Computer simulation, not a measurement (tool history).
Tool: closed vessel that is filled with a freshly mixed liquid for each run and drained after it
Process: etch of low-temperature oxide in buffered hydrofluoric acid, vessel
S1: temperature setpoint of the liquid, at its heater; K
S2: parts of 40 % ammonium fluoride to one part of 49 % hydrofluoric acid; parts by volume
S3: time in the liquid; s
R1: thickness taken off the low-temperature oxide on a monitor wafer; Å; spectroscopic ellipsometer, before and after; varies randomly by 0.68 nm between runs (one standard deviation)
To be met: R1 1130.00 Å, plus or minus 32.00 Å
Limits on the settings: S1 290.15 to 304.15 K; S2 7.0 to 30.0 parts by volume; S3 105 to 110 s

Run 1, hour 0.0: S1 296.15 K, S2 20.0 parts by volume, S3 105 s. Result: R1 951.28 Å.
Run 2, hour 5.7: S1 296.15 K, S2 24.0 parts by volume, S3 105 s. Result: R1 827.00 Å.
Run 3, hour 7.2: S1 296.15 K, S2 21.0 parts by volume, S3 105 s. Result: R1 922.45 Å.
Run 4, hour 12.4: S1 296.15 K, S2 21.0 parts by volume, S3 105 s. Result: R1 909.63 Å.
Run 5, hour 20.3: S1 297.15 K, S2 21.0 parts by volume, S3 105 s. Result: R1 969.97 Å.
Run 6, hour 27.8: S1 298.15 K, S2 21.0 parts by volume, S3 105 s. Result: R1 1025.10 Å.
Run 7, hour 36.9: S1 298.65 K, S2 21.0 parts by volume, S3 105 s. Result: R1 1057.20 Å.
Run 8, hour 45.4: S1 299.15 K, S2 21.0 parts by volume, S3 105 s. Result: R1 1079.90 Å.

Which of these 4 next moves meets every target?
Run A, hour 53.9: S1 298.65 K, S2 19.0 parts by volume, S3 105 s. Result: R1 ?.
Run B, hour 53.9: S1 300.15 K, S2 19.5 parts by volume, S3 105 s. Result: R1 ?.
Run C, hour 53.9: S1 300.65 K, S2 20.5 parts by volume, S3 105 s. Result: R1 ?.
Run D, hour 53.9: S1 299.65 K, S2 19.0 parts by volume, S3 105 s. Result: R1 ?.

move       R1
   A  1147.70
   B  1213.00
   C  1194.90
   D  1211.40
A: every result within its allowed miss
B: takes the result that was furthest off past its target
C: takes the result that was furthest off past its target
D: takes the result that was furthest off past its target
The move that meets every target is A.

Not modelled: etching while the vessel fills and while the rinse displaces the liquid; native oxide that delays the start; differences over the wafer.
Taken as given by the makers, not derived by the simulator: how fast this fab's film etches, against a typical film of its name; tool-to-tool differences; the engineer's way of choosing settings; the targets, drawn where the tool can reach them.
